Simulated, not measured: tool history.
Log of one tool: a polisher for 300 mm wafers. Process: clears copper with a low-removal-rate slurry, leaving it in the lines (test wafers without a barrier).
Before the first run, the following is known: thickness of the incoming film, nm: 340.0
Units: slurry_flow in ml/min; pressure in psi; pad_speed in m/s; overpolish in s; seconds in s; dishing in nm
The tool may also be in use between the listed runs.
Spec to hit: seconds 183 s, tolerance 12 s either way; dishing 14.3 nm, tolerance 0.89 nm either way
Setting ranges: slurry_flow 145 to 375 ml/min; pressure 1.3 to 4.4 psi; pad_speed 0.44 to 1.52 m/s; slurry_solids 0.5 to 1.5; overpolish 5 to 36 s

| run | hour | slurry_flow | pressure | pad_speed | slurry_solids | overpolish | seconds | dishing |
|---|---|---|---|---|---|---|---|---|
| 1 | 0 | 240 | 2.8 | 0.98 | 1 | 18 | 117.63 | 25.118 |
| 2 | 2.5 | 240 | 2.6 | 0.98 | 1 | 16 | 130.47 | 22.504 |
| 3 | 5.6 | 240 | 2.6 | 0.98 | 0.9 | 16 | 135.69 | 22.439 |
| 4 | 10.5 | 240 | 2.6 | 1.16 | 0.9 | 16 | 114.51 | 24.509 |
| 5 | 14.3 | 240 | 2.4 | 1.14 | 0.9 | 14 | 127.87 | 20.009 |
| 6 | 20.3 | 240 | 3.1 | 1.14 | 0.9 | 14 | 99.68 | 24.295 |
| 7 | 25.3 | 240 | 2.8 | 1.14 | 0.9 | 13 | 107.53 | 20.933 |
| 8 | 30.1 | 240 | 2.6 | 1.14 | 0.9 | 13 | 118 | 21.084 |
| 9 | 31.8 | 240 | 2.4 | 1.14 | 0.9 | 12 | 126.17 | 18.206 |
|  | 32.9 | slurry blender recalibrated |
| 10 | 32.9 | 240 | 2.2 | 1.14 | 0.9 | 12 | 128.94 | 18.174 |
| 11 | 41.7 | 240 | 2 | 1.12 | 0.9 | 12 | 146.99 | 17.062 |
| 12 | 49.2 | 240 | 1.9 | 1.12 | 0.9 | 12 | 148.16 | 16.006 |
| 13 | 55.1 | 240 | 1.8 | 1.12 | 0.9 | 12 | 159.66 | 15.941 |
| 14 | 55.8 | 240 | 1.7 | 1.12 | 0.9 | 12 | 173.34 | 15.618 |

Consider the 4 candidate settings below. Which is the only one whose results all fall within their allowed miss of target?
| A | 56.5 | 220 | 1.7 | 1.2 | 1 | 10 | ? | ? |
| B | 56.5 | 225 | 1.4 | 1.42 | 0.85 | 16 | ? | ? |
| C | 56.5 | 200 | 1.6 | 1.02 | 0.95 | 16 | ? | ? |
| D | 56.5 | 145 | 2.2 | 0.72 | 0.95 | 12 | ? | ? |

| move | seconds | dishing |
|---|---|---|
| A | 153.26 | 14.017 |
| B | 171.01 | 18.088 |
| C | 185.49 | 17.192 |
| D | 175.02 | 14.656 |
A: brings the result that was furthest off to its target, and leaves another outside
B: the biggest miss grows against the last run
C: the biggest miss grows against the last run
D: all results in spec
Answer: D
